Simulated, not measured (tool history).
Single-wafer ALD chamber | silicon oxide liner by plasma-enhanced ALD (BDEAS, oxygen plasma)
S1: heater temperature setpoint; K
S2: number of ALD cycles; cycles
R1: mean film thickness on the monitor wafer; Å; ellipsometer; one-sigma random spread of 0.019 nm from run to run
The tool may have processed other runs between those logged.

run 1 hour=0.0 | S1=588.15 S2=64 | R1=56.035
run 2 hour=8.2 | S1=592.15 S2=64 | R1=55.239
run 3 hour=12.8 | S1=592.15 S2=72 | R1=62.278
run 4 hour=14.8 | S1=595.15 S2=64 | R1=55.321
run 5 hour=20.1 | S1=595.15 S2=58 | R1=50.262
run 6 hour=21.5 | S1=595.15 S2=65 | R1=56.098
run 7 hour=26.2 | S1=596.15 S2=59 | R1=50.726
run 8 hour=29.9 | S1=598.15 S2=55 | R1=47.267
run 9 hour=32.2 | S1=600.15 S2=53 | R1=45.582
run 10 hour=41.2 | S1=602.15 S2=51 | R1=43.536
run 11 hour=44.0 | S1=604.15 S2=50 | R1=42.685

Predict the results of run 12:
run 12 hour=50.8 | S1=605.15 S2=50 | R1=?

Logged for run 12: R1 42.434 Å.

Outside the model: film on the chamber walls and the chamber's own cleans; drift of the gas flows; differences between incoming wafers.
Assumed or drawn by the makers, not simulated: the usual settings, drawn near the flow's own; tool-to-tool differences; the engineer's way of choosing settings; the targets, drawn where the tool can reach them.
